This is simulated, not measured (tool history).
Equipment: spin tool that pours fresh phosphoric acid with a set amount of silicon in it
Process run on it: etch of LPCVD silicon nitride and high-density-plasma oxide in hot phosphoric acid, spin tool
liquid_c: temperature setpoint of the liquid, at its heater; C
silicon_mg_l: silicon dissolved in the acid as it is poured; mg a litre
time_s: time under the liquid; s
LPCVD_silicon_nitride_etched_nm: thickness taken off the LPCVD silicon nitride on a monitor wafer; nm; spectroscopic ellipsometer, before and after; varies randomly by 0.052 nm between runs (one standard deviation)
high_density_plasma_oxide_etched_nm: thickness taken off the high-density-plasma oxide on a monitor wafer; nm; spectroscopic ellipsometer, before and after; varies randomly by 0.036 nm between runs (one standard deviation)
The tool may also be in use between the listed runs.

| run | hour | liquid_c | silicon_mg_l | time_s | LPCVD_silicon_nitride_etched_nm | high_density_plasma_oxide_etched_nm |
|---|---|---|---|---|---|---|
| 1 | 0.0 | 161.0 | 25.5 | 110 | 8.3283 | 0.24356 |
| 2 | 7.0 | 161.0 | 25.5 | 145 | 11.1330 | 0.32272 |
| 3 | 8.7 | 162.5 | 25.5 | 145 | 11.6650 | 0.42512 |
| 4 | 17.6 | 162.5 | 18.5 | 130 | 10.3840 | 0.40855 |
| 5 | 23.0 | 162.5 | 18.5 | 170 | 13.6570 | 0.52714 |
| 6 | 29.1 | 162.5 | 6.0 | 170 | 13.6630 | 0.76611 |
| 7 | 32.4 | 162.5 | 4.0 | 150 | 11.9160 | 0.74308 |
| 8 | 33.4 | 162.5 | 3.0 | 135 | 10.7470 | 0.65102 |
| 9 | 37.0 | 163.0 | 2.0 | 120 | 9.8564 | 0.67826 |

Predict the results of run 10:
| 10 | 44.8 | 163.0 | 1.5 | 110 | ? | ? |

Run 10 gave LPCVD_silicon_nitride_etched_nm 8.9131 nm, high_density_plasma_oxide_etched_nm 0.55275 nm.
